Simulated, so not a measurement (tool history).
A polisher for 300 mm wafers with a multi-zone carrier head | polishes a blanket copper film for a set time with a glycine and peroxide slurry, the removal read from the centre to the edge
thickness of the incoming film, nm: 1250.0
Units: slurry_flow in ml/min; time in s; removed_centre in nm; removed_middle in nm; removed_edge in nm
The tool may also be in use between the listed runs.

{"run": 1, "hour": 0.0, "slurry_flow": 230, "centre_zone": 1.0, "middle_zone": 1.0, "edge_zone": 1.0, "time": 32, "removed_centre": 207.17, "removed_middle": 204.5, "removed_edge": 205.44}
{"run": 2, "hour": 2.6, "slurry_flow": 225, "centre_zone": 0.98, "middle_zone": 0.99, "edge_zone": 0.96, "time": 31, "removed_centre": 193.09, "removed_middle": 195.85, "removed_edge": 190.57}
{"run": 3, "hour": 9.3, "slurry_flow": 215, "centre_zone": 0.96, "middle_zone": 0.97, "edge_zone": 0.93, "time": 31, "removed_centre": 190.03, "removed_middle": 191.71, "removed_edge": 189.79}
{"run": 4, "hour": 16.2, "slurry_flow": 210, "centre_zone": 0.95, "middle_zone": 0.97, "edge_zone": 0.9, "time": 30, "removed_centre": 182.41, "removed_middle": 185.49, "removed_edge": 183.42}
{"run": 5, "hour": 16.8, "slurry_flow": 210, "centre_zone": 0.95, "middle_zone": 0.97, "edge_zone": 0.82, "time": 30, "removed_centre": 181.26, "removed_middle": 183.7, "removed_edge": 172.36}
{"run": 6, "hour": 18.5, "slurry_flow": 210, "centre_zone": 0.95, "middle_zone": 0.97, "edge_zone": 0.82, "time": 37, "removed_centre": 221.7, "removed_middle": 228.91, "removed_edge": 210.87}
{"run": 7, "hour": 26.5, "slurry_flow": 215, "centre_zone": 0.94, "middle_zone": 0.97, "edge_zone": 0.82, "time": 35, "removed_centre": 211.12, "removed_middle": 216.6, "removed_edge": 205.93}
{"run": 8, "hour": 34.0, "slurry_flow": 150, "centre_zone": 0.93, "middle_zone": 1.0, "edge_zone": 0.81, "time": 28, "removed_centre": 154.03, "removed_middle": 166.0, "removed_edge": 155.76}
{"run": 9, "hour": 39.8, "slurry_flow": 165, "centre_zone": 0.93, "middle_zone": 1.0, "edge_zone": 0.83, "time": 28, "removed_centre": 159.82, "removed_middle": 168.76, "removed_edge": 158.25}
{"run": 10, "hour": 42.3, "slurry_flow": 175, "centre_zone": 0.93, "middle_zone": 1.0, "edge_zone": 0.84, "time": 28, "removed_centre": 160.24, "removed_middle": 171.67, "removed_edge": 158.29}

The next listed run, before its measurement:
{"run": 11, "hour": 49.5, "slurry_flow": 175, "centre_zone": 0.93, "middle_zone": 1.0, "edge_zone": 0.84, "time": 28, "removed_centre": "?", "removed_middle": "?", "removed_edge": "?"}

removed_centre: 160.90 nm
removed_middle: 171.19 nm
removed_edge: 158.83 nm
